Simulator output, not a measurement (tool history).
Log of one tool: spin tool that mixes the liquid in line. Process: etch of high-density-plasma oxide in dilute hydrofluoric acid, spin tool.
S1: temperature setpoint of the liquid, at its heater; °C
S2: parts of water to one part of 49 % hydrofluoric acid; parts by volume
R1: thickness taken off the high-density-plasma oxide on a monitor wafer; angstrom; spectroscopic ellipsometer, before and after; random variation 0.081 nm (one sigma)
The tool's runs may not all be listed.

Run 1, hour 0.0: S1 22.0 °C, S2 100 parts by volume, time under the liquid (s) 85. Result: R1 54.454 angstrom.
Run 2, hour 4.0: S1 23.5 °C, S2 100 parts by volume, time under the liquid (s) 85. Result: R1 57.568 angstrom.
Run 3, hour 11.9: S1 25.5 °C, S2 95 parts by volume, time under the liquid (s) 85. Result: R1 65.656 angstrom.
Run 4, hour 15.6: S1 28.0 °C, S2 95 parts by volume, time under the liquid (s) 85. Result: R1 71.517 angstrom.
Run 5, hour 22.1: S1 28.5 °C, S2 90 parts by volume, time under the liquid (s) 85. Result: R1 78.533 angstrom.
Run 6, hour 26.1: S1 28.5 °C, S2 90 parts by volume, time under the liquid (s) 65. Result: R1 59.792 angstrom.

The next listed run, before its measurement:
Run 7, hour 30.2: S1 29.0 °C, S2 80 parts by volume, time under the liquid (s) 65. Result: R1 ?.

R1: 69.545 angstrom
